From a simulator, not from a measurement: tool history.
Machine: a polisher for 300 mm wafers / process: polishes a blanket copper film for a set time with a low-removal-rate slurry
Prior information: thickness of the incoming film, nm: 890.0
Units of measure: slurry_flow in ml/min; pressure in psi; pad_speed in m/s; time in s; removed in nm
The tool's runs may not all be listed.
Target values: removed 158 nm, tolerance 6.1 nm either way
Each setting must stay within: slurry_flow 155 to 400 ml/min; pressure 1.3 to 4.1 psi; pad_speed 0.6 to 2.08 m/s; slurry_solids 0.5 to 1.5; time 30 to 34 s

run,hour,slurry_flow,pressure,pad_speed,slurry_solids,time,removed
1,0,255,2.7,1.34,1,34,116.73
2,1.8,255,2.7,1.34,1.2,34,121.93
3,6.8,255,2.7,1.34,1.4,34,127.06
4,11.4,255,2.9,1.34,1.4,34,135.43
5,18.8,255,3,1.34,1.4,34,138.43
6,26.6,255,3,1.08,1.4,34,118.58
7,34.1,255,3.7,1.12,1.4,34,145.94
8,39,255,3.8,1.12,1.4,34,148.03

Which single option among these 4 for the next run brings every result within its allowed miss of target? Just one does.
A,43.9,270,4.1,1.1,1.35,34,?
B,43.9,270,3.7,1.08,1.45,34,?
C,43.9,230,4.1,1.04,1.2,32,?
D,43.9,295,4.1,1.24,1.5,33,?

move,removed
A,161.23
B,148.47
C,139.58
D,175.8
A: hits every target within its allowed miss
B: roughly where the last run was
C: moves away from the targets compared with the last run
D: carries the result that was furthest off beyond its target, to the other side
Correct choice: A, which meets every target
